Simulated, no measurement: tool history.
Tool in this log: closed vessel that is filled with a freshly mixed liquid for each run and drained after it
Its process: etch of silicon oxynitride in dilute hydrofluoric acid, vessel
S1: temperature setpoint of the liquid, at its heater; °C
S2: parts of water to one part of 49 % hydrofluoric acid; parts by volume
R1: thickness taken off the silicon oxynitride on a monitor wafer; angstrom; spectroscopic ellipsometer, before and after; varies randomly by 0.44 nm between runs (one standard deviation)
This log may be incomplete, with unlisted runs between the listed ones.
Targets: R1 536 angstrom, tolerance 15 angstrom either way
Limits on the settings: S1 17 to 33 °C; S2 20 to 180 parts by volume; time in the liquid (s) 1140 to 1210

Run 1, day 0: S1 25 °C, S2 100 parts by volume, time in the liquid (s) 1140. Result: R1 420.77 angstrom.
Run 2, day 0.071: S1 25 °C, S2 100 parts by volume, time in the liquid (s) 1210. Result: R1 452.73 angstrom.
Run 3, day 0.45: S1 25 °C, S2 70 parts by volume, time in the liquid (s) 1210. Result: R1 662.62 angstrom.
Run 4, day 0.596: S1 25 °C, S2 70 parts by volume, time in the liquid (s) 1210. Result: R1 668.47 angstrom.
Run 5, day 0.754: S1 26.5 °C, S2 70 parts by volume, time in the liquid (s) 1210. Result: R1 714.06 angstrom.
Run 6, day 0.958: S1 25.5 °C, S2 70 parts by volume, time in the liquid (s) 1210. Result: R1 690.84 angstrom.
Run 7, day 1.079: S1 24.5 °C, S2 70 parts by volume, time in the liquid (s) 1210. Result: R1 651.99 angstrom.
Run 8, day 1.317: S1 24 °C, S2 70 parts by volume, time in the liquid (s) 1210. Result: R1 632.64 angstrom.
Run 9, day 1.5: S1 23.5 °C, S2 70 parts by volume, time in the liquid (s) 1210. Result: R1 619.5 angstrom.
At day 1.842: hydrofluoric acid flow meter replaced.
Run 10, day 1.842: S1 23 °C, S2 70 parts by volume, time in the liquid (s) 1210. Result: R1 554.25 angstrom.

Next run, 4 choices. One meets every target within its allowed miss, the rest don't. Which?
Run A, day 2.183: S1 22 °C, S2 70 parts by volume, time in the liquid (s) 1175. Result: R1 ?.
Run B, day 2.183: S1 24 °C, S2 75 parts by volume, time in the liquid (s) 1205. Result: R1 ?.
Run C, day 2.183: S1 22.5 °C, S2 65 parts by volume, time in the liquid (s) 1210. Result: R1 ?.
Run D, day 2.183: S1 23.5 °C, S2 75 parts by volume, time in the liquid (s) 1160. Result: R1 ?.

move      R1
   A  512.05
   B   537.8
   C  584.23
   D  505.42
A: takes the biggest miss from the last run beyond its target
B: each result inside its tolerance
C: misses by more than the last run did
D: takes the biggest miss from the last run beyond its target
The right move is B.

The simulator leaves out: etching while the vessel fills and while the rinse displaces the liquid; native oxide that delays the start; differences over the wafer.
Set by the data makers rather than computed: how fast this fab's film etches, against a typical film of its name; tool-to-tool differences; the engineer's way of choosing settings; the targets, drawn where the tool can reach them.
